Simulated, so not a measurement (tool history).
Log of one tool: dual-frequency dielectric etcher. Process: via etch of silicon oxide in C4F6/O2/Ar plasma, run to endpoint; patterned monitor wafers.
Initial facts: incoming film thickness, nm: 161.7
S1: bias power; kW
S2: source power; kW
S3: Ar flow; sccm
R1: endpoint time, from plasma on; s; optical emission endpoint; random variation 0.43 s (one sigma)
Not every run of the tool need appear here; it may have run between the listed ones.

{"run": 1, "hour": 0.0, "S1": 0.439, "S2": 0.3, "S3": 224, "R1": 41.914}
{"run": 2, "hour": 4.1, "S1": 0.418, "S2": 0.29, "S3": 225, "R1": 44.247}
{"run": 3, "hour": 11.8, "S1": 0.406, "S2": 0.29, "S3": 225, "R1": 43.707}
{"run": 4, "hour": 14.7, "S1": 0.391, "S2": 0.28, "S3": 226, "R1": 44.837}
{"run": 5, "hour": 19.2, "S1": 0.391, "S2": 0.33, "S3": 226, "R1": 42.754}
{"run": 6, "hour": 26.5, "S1": 0.438, "S2": 0.33, "S3": 226, "R1": 40.761}
{"run": 7, "hour": 32.0, "S1": 0.414, "S2": 0.32, "S3": 228, "R1": 42.197}

Run 8, settings as shown, results not yet in. Your forecast:
{"run": 8, "hour": 39.6, "S1": 0.394, "S2": 0.31, "S3": 229, "R1": "?"}

{"run 8": {"R1": 43.059}}

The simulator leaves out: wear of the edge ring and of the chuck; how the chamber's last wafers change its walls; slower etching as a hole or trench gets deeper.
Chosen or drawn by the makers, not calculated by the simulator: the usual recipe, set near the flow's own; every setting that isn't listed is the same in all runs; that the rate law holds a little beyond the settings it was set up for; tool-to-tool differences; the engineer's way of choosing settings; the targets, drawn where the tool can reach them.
